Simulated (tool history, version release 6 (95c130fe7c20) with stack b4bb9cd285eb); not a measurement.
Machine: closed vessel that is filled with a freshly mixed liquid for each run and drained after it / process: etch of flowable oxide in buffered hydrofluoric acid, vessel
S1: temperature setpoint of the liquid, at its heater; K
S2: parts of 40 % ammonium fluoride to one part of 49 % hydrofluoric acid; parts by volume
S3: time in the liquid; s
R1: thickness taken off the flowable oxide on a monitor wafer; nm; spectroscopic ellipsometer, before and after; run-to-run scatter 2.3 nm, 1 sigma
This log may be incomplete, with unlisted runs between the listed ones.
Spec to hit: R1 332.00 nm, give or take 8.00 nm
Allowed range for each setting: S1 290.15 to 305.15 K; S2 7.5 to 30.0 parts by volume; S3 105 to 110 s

run  hour      S1    S2   S3      R1
  1   0.0  298.15  22.0  105  181.52
  2   8.4  298.15  22.0  105  180.46
  3  12.2  298.15  22.0  110  194.27
  4  18.3  298.15  22.0  105  183.89
  5  20.6  299.15  21.0  105  199.73
  6  29.3  300.15  20.5  105  214.46
  7  35.2  304.15  14.5  105  365.26
  8  37.2  303.15  14.5  105  350.98
  9  40.6  302.65  14.5  105  341.71

Which single option among these 4 for the next run brings every result within its allowed miss of target? Just one does.
  A  44.0  304.65  16.5  110   ?
  B  44.0  303.15  16.0  105   ?
  C  44.0  302.65  15.0  105   ?
  D  44.0  302.65  14.0  105   ?

move      R1
   A  351.95
   B  320.08
   C  332.13
   D  355.36
A: moves away from the targets compared with the last run
B: moves the result that the last run missed by most past its target, out the other side
C: each result inside its tolerance
D: moves away from the targets compared with the last run
Answer: C

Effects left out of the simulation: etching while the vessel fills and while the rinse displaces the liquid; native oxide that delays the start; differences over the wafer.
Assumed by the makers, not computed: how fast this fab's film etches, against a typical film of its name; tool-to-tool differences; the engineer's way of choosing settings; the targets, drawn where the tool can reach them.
